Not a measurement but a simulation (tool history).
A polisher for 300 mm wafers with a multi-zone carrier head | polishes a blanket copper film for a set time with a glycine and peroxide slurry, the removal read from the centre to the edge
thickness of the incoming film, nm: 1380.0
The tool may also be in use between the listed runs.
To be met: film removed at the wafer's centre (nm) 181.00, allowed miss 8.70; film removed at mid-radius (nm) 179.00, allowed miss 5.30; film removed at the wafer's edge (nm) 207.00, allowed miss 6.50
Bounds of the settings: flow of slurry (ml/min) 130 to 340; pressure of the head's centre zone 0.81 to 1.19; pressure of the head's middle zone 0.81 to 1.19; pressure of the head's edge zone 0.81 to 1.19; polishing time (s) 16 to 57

| run | hour | flow of slurry (ml/min) | pressure of the head's centre zone | pressure of the head's middle zone | pressure of the head's edge zone | polishing time (s) | film removed at the wafer's centre (nm) | film removed at mid-radius (nm) | film removed at the wafer's edge (nm) |
|---|---|---|---|---|---|---|---|---|---|
| 1 | 0.0 | 220 | 1.00 | 1.00 | 1.00 | 36 | 157.84 | 153.73 | 151.06 |
| 2 | 1.4 | 220 | 1.00 | 1.00 | 1.06 | 36 | 156.67 | 156.95 | 155.72 |
| 3 | 7.3 | 220 | 1.00 | 1.00 | 1.10 | 36 | 157.29 | 156.28 | 154.75 |
| 4 | 15.5 | 220 | 0.96 | 1.00 | 1.10 | 36 | 148.78 | 155.72 | 157.95 |
| 5 | 20.9 | 230 | 0.95 | 0.96 | 1.13 | 39 | 161.23 | 165.54 | 173.34 |
| 6 | 29.1 | 235 | 0.94 | 0.93 | 1.15 | 41 | 167.84 | 168.97 | 187.01 |
| 7 | 32.8 | 245 | 0.94 | 0.92 | 1.16 | 42 | 171.86 | 174.84 | 190.54 |
| 8 | 40.3 | 240 | 0.94 | 0.91 | 1.17 | 43 | 178.26 | 172.45 | 198.13 |
| 9 | 45.0 | 245 | 0.93 | 0.91 | 1.18 | 43 | 174.67 | 178.52 | 201.05 |

5 next moves are on the table. One of them brings every result within its allowed miss. Which?
| A | 49.7 | 240 | 0.87 | 0.97 | 1.19 | 41 | ? | ? | ? |
| B | 49.7 | 210 | 0.86 | 0.81 | 1.19 | 48 | ? | ? | ? |
| C | 49.7 | 225 | 0.98 | 0.87 | 1.07 | 45 | ? | ? | ? |
| D | 49.7 | 185 | 0.94 | 0.90 | 1.19 | 46 | ? | ? | ? |
| E | 49.7 | 290 | 0.91 | 0.96 | 1.15 | 42 | ? | ? | ? |

| move | film removed at the wafer's centre (nm) | film removed at mid-radius (nm) | film removed at the wafer's edge (nm) |
|---|---|---|---|
| A | 155.36 | 176.41 | 187.59 |
| B | 175.84 | 174.59 | 217.01 |
| C | 190.27 | 175.24 | 193.97 |
| D | 180.18 | 178.62 | 204.54 |
| E | 170.68 | 183.14 | 192.00 |
A: further off than the last run
B: takes the result that was furthest off past its target
C: further off than the last run
D: meets every target
E: further off than the last run
The right move is D.
